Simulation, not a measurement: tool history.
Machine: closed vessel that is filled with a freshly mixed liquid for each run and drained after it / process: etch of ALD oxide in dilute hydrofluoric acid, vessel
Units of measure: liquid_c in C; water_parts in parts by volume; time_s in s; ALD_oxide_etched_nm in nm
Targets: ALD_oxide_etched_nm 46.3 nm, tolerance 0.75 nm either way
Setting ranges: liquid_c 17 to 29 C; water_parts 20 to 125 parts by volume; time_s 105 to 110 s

run  hour  liquid_c  water_parts  time_s  ALD_oxide_etched_nm
  1     0        21           70     105               30.073
  2     6        22           70     105               31.713
  3     8        22           70     110               33.259
  4  11.5      19.5           70     110               29.713
  5    19        21           70     110               31.505
  6  25.2        22           70     110               33.228
  7  27.8        23           70     110               34.547
  8  34.5        24           70     110               36.046

Exactly one of the 4 candidate moves below puts every result within its allowed miss. Which one?
  A  41.2      22.5           60     110                    ?
  B  41.2        25           55     110                    ?
  C  41.2        24           75     105                    ?
  D  41.2        24           55     110                    ?

move  ALD_oxide_etched_nm
   A               39.969
   B               48.625
   C               31.838
   D                46.68
A: moves toward the targets from the last run without getting all of them in spec
B: carries the result that was furthest off beyond its target, to the other side
C: moves away from the targets compared with the last run
D: hits every target within its allowed miss
Answer: D
